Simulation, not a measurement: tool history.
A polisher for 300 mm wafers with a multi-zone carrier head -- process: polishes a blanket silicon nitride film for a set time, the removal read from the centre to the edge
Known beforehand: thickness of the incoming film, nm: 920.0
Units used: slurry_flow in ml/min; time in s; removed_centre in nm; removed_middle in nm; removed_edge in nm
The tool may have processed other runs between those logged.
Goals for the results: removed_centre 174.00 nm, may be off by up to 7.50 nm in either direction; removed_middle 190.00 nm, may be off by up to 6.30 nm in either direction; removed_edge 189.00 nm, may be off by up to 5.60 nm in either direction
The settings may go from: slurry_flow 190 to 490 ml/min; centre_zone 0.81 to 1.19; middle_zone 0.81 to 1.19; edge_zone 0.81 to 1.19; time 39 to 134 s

Run 1, hour 0.0: slurry_flow 315 ml/min, centre_zone 1.00, middle_zone 1.00, edge_zone 1.00, time 86 s. Result: removed_centre 131.76 nm, removed_middle 132.01 nm, removed_edge 132.64 nm.
Run 2, hour 0.5: slurry_flow 315 ml/min, centre_zone 1.00, middle_zone 1.02, edge_zone 1.03, time 91 s. Result: removed_centre 136.61 nm, removed_middle 140.44 nm, removed_edge 142.75 nm.
Run 3, hour 1.1: slurry_flow 315 ml/min, centre_zone 0.94, middle_zone 1.02, edge_zone 1.03, time 91 s. Result: removed_centre 131.99 nm, removed_middle 141.48 nm, removed_edge 143.36 nm.
Run 4, hour 3.0: slurry_flow 320 ml/min, centre_zone 0.96, middle_zone 1.04, edge_zone 1.05, time 95 s. Result: removed_centre 137.37 nm, removed_middle 150.11 nm, removed_edge 149.95 nm.
Run 5, hour 10.2: slurry_flow 320 ml/min, centre_zone 0.97, middle_zone 1.05, edge_zone 1.06, time 99 s. Result: removed_centre 144.93 nm, removed_middle 156.63 nm, removed_edge 159.61 nm.
Run 6, hour 12.9: slurry_flow 320 ml/min, centre_zone 0.97, middle_zone 1.05, edge_zone 1.06, time 108 s. Result: removed_centre 157.50 nm, removed_middle 169.54 nm, removed_edge 173.02 nm.
Run 7, hour 15.5: slurry_flow 325 ml/min, centre_zone 0.98, middle_zone 1.07, edge_zone 1.07, time 109 s. Result: removed_centre 161.82 nm, removed_middle 173.29 nm, removed_edge 174.60 nm.
Run 8, hour 24.5: slurry_flow 325 ml/min, centre_zone 0.98, middle_zone 1.08, edge_zone 1.08, time 110 s. Result: removed_centre 163.76 nm, removed_middle 176.95 nm, removed_edge 177.21 nm.
Run 9, hour 32.3: slurry_flow 330 ml/min, centre_zone 0.98, middle_zone 1.09, edge_zone 1.09, time 111 s. Result: removed_centre 164.88 nm, removed_middle 178.14 nm, removed_edge 180.03 nm.
Run 10, hour 34.8: slurry_flow 330 ml/min, centre_zone 0.98, middle_zone 1.10, edge_zone 1.09, time 112 s. Result: removed_centre 169.57 nm, removed_middle 180.96 nm, removed_edge 179.27 nm.

Pick the move, out of 5, that brings all results within their allowed miss; only one does.
Run A, hour 37.3: slurry_flow 405 ml/min, centre_zone 1.05, middle_zone 1.08, edge_zone 1.15, time 108 s. Result: removed_centre ?, removed_middle ?, removed_edge ?.
Run B, hour 37.3: slurry_flow 350 ml/min, centre_zone 1.07, middle_zone 1.19, edge_zone 1.02, time 113 s. Result: removed_centre ?, removed_middle ?, removed_edge ?.
Run C, hour 37.3: slurry_flow 335 ml/min, centre_zone 0.97, middle_zone 1.10, edge_zone 1.11, time 117 s. Result: removed_centre ?, removed_middle ?, removed_edge ?.
Run D, hour 37.3: slurry_flow 270 ml/min, centre_zone 1.01, middle_zone 0.99, edge_zone 1.16, time 116 s. Result: removed_centre ?, removed_middle ?, removed_edge ?.
Run E, hour 37.3: slurry_flow 355 ml/min, centre_zone 1.00, middle_zone 1.02, edge_zone 1.04, time 114 s. Result: removed_centre ?, removed_middle ?, removed_edge ?.

move  removed_centre  removed_middle  removed_edge
   A          177.05          176.85        182.56
   B          186.59          194.35        178.12
   C          174.22          190.99        191.98
   D          175.80          174.12        191.89
   E          175.91          178.65        181.87
A: moves away from the targets compared with the last run
B: moves away from the targets compared with the last run
C: every result lands within tolerance
D: gets the furthest-off result to its target, but another result is out of tolerance
E: about as far from the targets as the last run
Go with C: it meets all targets.
